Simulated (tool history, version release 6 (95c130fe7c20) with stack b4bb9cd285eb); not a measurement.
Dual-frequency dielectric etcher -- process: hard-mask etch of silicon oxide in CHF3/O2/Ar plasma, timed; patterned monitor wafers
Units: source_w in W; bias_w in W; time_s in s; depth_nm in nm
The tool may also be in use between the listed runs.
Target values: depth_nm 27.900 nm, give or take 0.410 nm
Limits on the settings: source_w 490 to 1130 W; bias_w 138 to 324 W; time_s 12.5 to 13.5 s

| run | hour | source_w | bias_w | time_s | depth_nm |
|---|---|---|---|---|---|
| 1 | 0.0 | 810 | 231 | 13.5 | 33.535 |
| 2 | 1.5 | 770 | 226 | 13.5 | 32.855 |
| 3 | 4.7 | 770 | 226 | 12.5 | 30.495 |
| 4 | 8.7 | 750 | 225 | 12.5 | 30.116 |
| 5 | 12.8 | 670 | 225 | 12.5 | 29.166 |
| 6 | 21.8 | 660 | 225 | 12.5 | 29.068 |
| 7 | 27.3 | 650 | 225 | 12.5 | 28.529 |
| 8 | 29.4 | 640 | 225 | 12.5 | 28.563 |
| 9 | 32.3 | 630 | 225 | 12.5 | 28.455 |

Of the 5 settings listed for the next run, only one would bring every result within its allowed miss of target. Which one?
| A | 35.2 | 670 | 220 | 12.5 | ? |
| B | 35.2 | 520 | 213 | 13.5 | ? |
| C | 35.2 | 580 | 205 | 13.0 | ? |
| D | 35.2 | 650 | 223 | 12.5 | ? |
| E | 35.2 | 620 | 231 | 12.5 | ? |

| move | depth_nm |
|---|---|
| A | 28.711 |
| B | 28.447 |
| C | 27.954 |
| D | 28.567 |
| E | 28.477 |
A: its largest miss is bigger than the last run's
B: no better and no worse than the last run
C: every result within its allowed miss
D: its largest miss is bigger than the last run's
E: no better and no worse than the last run
The right move is C.
